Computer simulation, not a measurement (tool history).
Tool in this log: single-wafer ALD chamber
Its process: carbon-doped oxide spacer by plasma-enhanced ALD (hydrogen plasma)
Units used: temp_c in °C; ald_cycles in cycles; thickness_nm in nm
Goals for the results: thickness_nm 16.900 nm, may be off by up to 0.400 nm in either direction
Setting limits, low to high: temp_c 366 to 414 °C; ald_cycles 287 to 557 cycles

{"run": 1, "hour": 0.0, "temp_c": 390, "ald_cycles": 422, "thickness_nm": 21.936}
{"run": 2, "hour": 3.5, "temp_c": 390, "ald_cycles": 390, "thickness_nm": 20.341}
{"run": 3, "hour": 5.4, "temp_c": 390, "ald_cycles": 366, "thickness_nm": 19.07}
{"run": 4, "hour": 8.6, "temp_c": 381, "ald_cycles": 366, "thickness_nm": 19.072}
{"run": 5, "hour": 16.8, "temp_c": 381, "ald_cycles": 408, "thickness_nm": 21.269}
{"run": 6, "hour": 23.9, "temp_c": 370, "ald_cycles": 408, "thickness_nm": 21.284}
{"run": 7, "hour": 30.4, "temp_c": 370, "ald_cycles": 380, "thickness_nm": 19.869}
{"run": 8, "hour": 39.0, "temp_c": 370, "ald_cycles": 360, "thickness_nm": 18.822}
{"run": 9, "hour": 47.8, "temp_c": 370, "ald_cycles": 360, "thickness_nm": 18.852}
{"run": 10, "hour": 52.9, "temp_c": 370, "ald_cycles": 347, "thickness_nm": 18.128}
{"run": 11, "hour": 61.4, "temp_c": 370, "ald_cycles": 339, "thickness_nm": 17.723}
{"run": 12, "hour": 62.9, "temp_c": 370, "ald_cycles": 334, "thickness_nm": 17.412}

Consider the 4 candidate settings below. Which is the only one whose results all fall within their allowed miss of target?
{"run": "A", "hour": 64.4, "temp_c": 385, "ald_cycles": 323, "thickness_nm": "?"}
{"run": "B", "hour": 64.4, "temp_c": 370, "ald_cycles": 308, "thickness_nm": "?"}
{"run": "C", "hour": 64.4, "temp_c": 366, "ald_cycles": 300, "thickness_nm": "?"}
{"run": "D", "hour": 64.4, "temp_c": 366, "ald_cycles": 307, "thickness_nm": "?"}

move=A thickness_nm=16.806
move=B thickness_nm=16.025
move=C thickness_nm=15.609
move=D thickness_nm=15.973
A: each result inside its tolerance
B: the result that was furthest off in the last run now lies on the other side of its target
C: the result that was furthest off in the last run now lies on the other side of its target
D: the result that was furthest off in the last run now lies on the other side of its target
Move A is the one to make.
